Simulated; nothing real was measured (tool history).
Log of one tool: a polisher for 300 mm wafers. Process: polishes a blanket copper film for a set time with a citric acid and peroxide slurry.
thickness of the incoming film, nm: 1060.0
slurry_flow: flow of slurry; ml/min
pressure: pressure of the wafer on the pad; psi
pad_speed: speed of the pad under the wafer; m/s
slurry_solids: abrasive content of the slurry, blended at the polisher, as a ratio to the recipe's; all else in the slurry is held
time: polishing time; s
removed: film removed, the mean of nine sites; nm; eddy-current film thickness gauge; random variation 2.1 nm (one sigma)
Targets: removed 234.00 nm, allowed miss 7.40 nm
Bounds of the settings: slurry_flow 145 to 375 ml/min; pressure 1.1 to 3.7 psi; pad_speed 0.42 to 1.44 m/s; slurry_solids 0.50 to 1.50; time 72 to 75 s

{"run": 1, "hour": 0.0, "slurry_flow": 240, "pressure": 2.4, "pad_speed": 0.92, "slurry_solids": 1.0, "time": 72, "removed": 139.62}
{"run": 2, "hour": 8.8, "slurry_flow": 240, "pressure": 2.5, "pad_speed": 0.92, "slurry_solids": 1.0, "time": 72, "removed": 145.25}
{"run": 3, "hour": 9.6, "slurry_flow": 240, "pressure": 2.6, "pad_speed": 0.92, "slurry_solids": 1.0, "time": 72, "removed": 153.22}
{"run": 4, "hour": 14.4, "slurry_flow": 240, "pressure": 2.7, "pad_speed": 0.92, "slurry_solids": 1.0, "time": 72, "removed": 159.39}
{"run": 5, "hour": 17.7, "slurry_flow": 240, "pressure": 2.8, "pad_speed": 0.92, "slurry_solids": 1.0, "time": 72, "removed": 161.68}
{"run": 6, "hour": 20.3, "slurry_flow": 240, "pressure": 2.8, "pad_speed": 1.12, "slurry_solids": 1.0, "time": 72, "removed": 197.5}
{"run": 7, "hour": 29.2, "slurry_flow": 245, "pressure": 3.0, "pad_speed": 1.12, "slurry_solids": 1.0, "time": 72, "removed": 212.52}
{"run": 8, "hour": 33.7, "slurry_flow": 245, "pressure": 3.1, "pad_speed": 1.12, "slurry_solids": 1.0, "time": 72, "removed": 217.87}
{"run": 9, "hour": 39.4, "slurry_flow": 245, "pressure": 3.2, "pad_speed": 1.12, "slurry_solids": 1.0, "time": 72, "removed": 222.98}

Which of these 4 next moves meets every target?
{"run": "A", "hour": 45.1, "slurry_flow": 240, "pressure": 3.3, "pad_speed": 1.02, "slurry_solids": 0.95, "time": 74, "removed": "?"}
{"run": "B", "hour": 45.1, "slurry_flow": 225, "pressure": 3.4, "pad_speed": 1.14, "slurry_solids": 1.05, "time": 75, "removed": "?"}
{"run": "C", "hour": 45.1, "slurry_flow": 220, "pressure": 3.7, "pad_speed": 0.88, "slurry_solids": 1.0, "time": 75, "removed": "?"}
{"run": "D", "hour": 45.1, "slurry_flow": 255, "pressure": 3.4, "pad_speed": 1.04, "slurry_solids": 1.05, "time": 75, "removed": "?"}

move=A removed=215.71
move=B removed=252.15
move=C removed=211.15
move=D removed=234.20
A: further off than the last run
B: takes the result that was furthest off past its target
C: further off than the last run
D: meets every target
The right move is D.
